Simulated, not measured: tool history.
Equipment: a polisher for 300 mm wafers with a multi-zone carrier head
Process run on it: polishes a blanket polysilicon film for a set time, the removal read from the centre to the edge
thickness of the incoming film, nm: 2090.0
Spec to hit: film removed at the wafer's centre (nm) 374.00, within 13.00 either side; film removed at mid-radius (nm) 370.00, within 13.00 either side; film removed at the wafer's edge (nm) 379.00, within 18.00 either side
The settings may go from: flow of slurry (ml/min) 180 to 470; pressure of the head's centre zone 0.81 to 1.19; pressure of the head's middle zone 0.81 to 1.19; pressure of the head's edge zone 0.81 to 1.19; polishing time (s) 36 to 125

run,hour,flow of slurry (ml/min),pressure of the head's centre zone,pressure of the head's middle zone,pressure of the head's edge zone,polishing time (s),film removed at the wafer's centre (nm),film removed at mid-radius (nm),film removed at the wafer's edge (nm)
1,0.0,300,1.00,1.00,1.00,80,644.67,643.30,617.57
2,8.6,295,0.97,0.96,0.97,70,544.47,539.47,545.79
3,13.5,295,0.97,0.96,0.95,62,490.58,479.09,473.91
4,20.9,295,0.97,0.96,0.89,62,485.83,474.53,451.60
5,29.1,295,0.97,1.05,0.89,62,481.79,517.17,465.45
6,29.8,295,1.05,1.05,0.89,62,519.45,521.65,474.15
7,38.0,285,0.99,1.00,0.89,59,464.90,478.45,439.57
8,42.7,290,0.95,0.96,0.89,57,444.72,436.71,432.15
9,49.0,285,0.93,0.95,0.87,55,419.35,419.05,409.60
10,53.0,275,0.91,0.93,0.86,55,406.51,413.00,401.37
11,55.5,255,0.87,0.83,0.85,52,373.96,349.27,374.28
12,62.6,260,0.87,0.84,0.85,52,373.38,357.25,378.30

Which one of the following 4 next-run settings gets every result inside its allowed miss? There is exactly one.
A,69.7,255,0.93,0.81,0.89,52,?,?,?
B,69.7,260,0.85,0.82,0.91,51,?,?,?
C,69.7,255,0.87,0.91,0.88,54,?,?,?
D,69.7,270,0.90,0.91,0.90,51,?,?,?

move,film removed at the wafer's centre (nm),film removed at mid-radius (nm),film removed at the wafer's edge (nm)
A,382.88,342.67,391.54
B,353.88,340.40,388.62
C,379.89,391.72,403.97
D,370.22,372.56,387.55
A: the biggest miss grows against the last run
B: the biggest miss grows against the last run
C: the result that was furthest off in the last run now lies on the other side of its target
D: every result within its allowed miss
D meets every target.
